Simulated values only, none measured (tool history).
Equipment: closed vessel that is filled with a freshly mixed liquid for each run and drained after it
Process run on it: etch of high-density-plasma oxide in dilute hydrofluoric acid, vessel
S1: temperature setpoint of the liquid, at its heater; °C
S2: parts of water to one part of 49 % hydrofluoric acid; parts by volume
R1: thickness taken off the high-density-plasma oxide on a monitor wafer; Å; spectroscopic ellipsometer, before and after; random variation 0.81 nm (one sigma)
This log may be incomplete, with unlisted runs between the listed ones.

run 1 hour=0.0 | S1=21.0 S2=50 time_in_the_liquid_(s)=785 | R1=743.71
run 2 hour=7.0 | S1=21.0 S2=50 time_in_the_liquid_(s)=845 | R1=802.63
run 3 hour=9.0 | S1=22.0 S2=50 time_in_the_liquid_(s)=845 | R1=835.98
run 4 hour=17.8 | S1=22.0 S2=35 time_in_the_liquid_(s)=845 | R1=1214.30
run 5 hour=19.7 | S1=23.5 S2=35 time_in_the_liquid_(s)=845 | R1=1291.40
run 6 hour=27.8 | S1=23.5 S2=20 time_in_the_liquid_(s)=845 | R1=2300.70
run 7 hour=29.9 | S1=22.5 S2=25 time_in_the_liquid_(s)=845 | R1=1762.90
run 8 hour=38.2 | S1=21.5 S2=25 time_in_the_liquid_(s)=845 | R1=1684.80
run 9 hour=44.0 | S1=21.5 S2=25 time_in_the_liquid_(s)=845 | R1=1699.70
run 10 hour=47.5 | S1=21.0 S2=25 time_in_the_liquid_(s)=845 | R1=1655.20

What does the tool deliver on the next run?
run 11 hour=49.3 | S1=20.5 S2=25 time_in_the_liquid_(s)=845 | R1=?

R1: 1612.40 Å
